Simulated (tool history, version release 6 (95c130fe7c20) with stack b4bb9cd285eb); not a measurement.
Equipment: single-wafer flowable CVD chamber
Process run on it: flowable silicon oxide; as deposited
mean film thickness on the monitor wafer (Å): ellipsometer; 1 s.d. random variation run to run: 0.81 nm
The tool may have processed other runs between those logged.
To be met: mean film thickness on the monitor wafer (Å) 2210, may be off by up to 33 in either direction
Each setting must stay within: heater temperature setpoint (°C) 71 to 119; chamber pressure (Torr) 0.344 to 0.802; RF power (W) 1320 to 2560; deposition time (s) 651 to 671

run	hour	heater temperature setpoint (°C)	chamber pressure (Torr)	RF power (W)	deposition time (s)	mean film thickness on the monitor wafer (Å)
1	0	95	0.573	1940	651	3151
2	8.7	95	0.666	1940	651	3668.6
3	17.1	97	0.666	1940	651	3440
4	21.1	87	0.666	1940	651	4660.9
5	22.1	87	0.727	1940	651	5043.6
6	27.1	90	0.727	1940	651	4684.5
7	28	93	0.727	1940	651	4274.5
8	32.4	105	0.726	1940	651	2918.1
9	37.1	106	0.726	1940	651	2827.3
10	44.4	107	0.726	1940	651	2753.6
11	52	108	0.726	1940	651	2663.7
12	56.8	109	0.726	1940	651	2581.7
13	63	115	0.726	1940	651	2165.3

Exactly one of the 4 candidate moves below puts every result within its allowed miss. Which one?
A	69.2	112	0.653	1960	671	?
B	69.2	118	0.732	2155	652	?
C	69.2	116	0.717	1830	669	?
D	69.2	116	0.741	1870	656	?

move	mean film thickness on the monitor wafer (Å)
A	2192.4
B	2040
C	2104.5
D	2142.2
A: hits every target within its allowed miss
B: misses by more than the last run did
C: misses by more than the last run did
D: misses by more than the last run did
A meets every target.

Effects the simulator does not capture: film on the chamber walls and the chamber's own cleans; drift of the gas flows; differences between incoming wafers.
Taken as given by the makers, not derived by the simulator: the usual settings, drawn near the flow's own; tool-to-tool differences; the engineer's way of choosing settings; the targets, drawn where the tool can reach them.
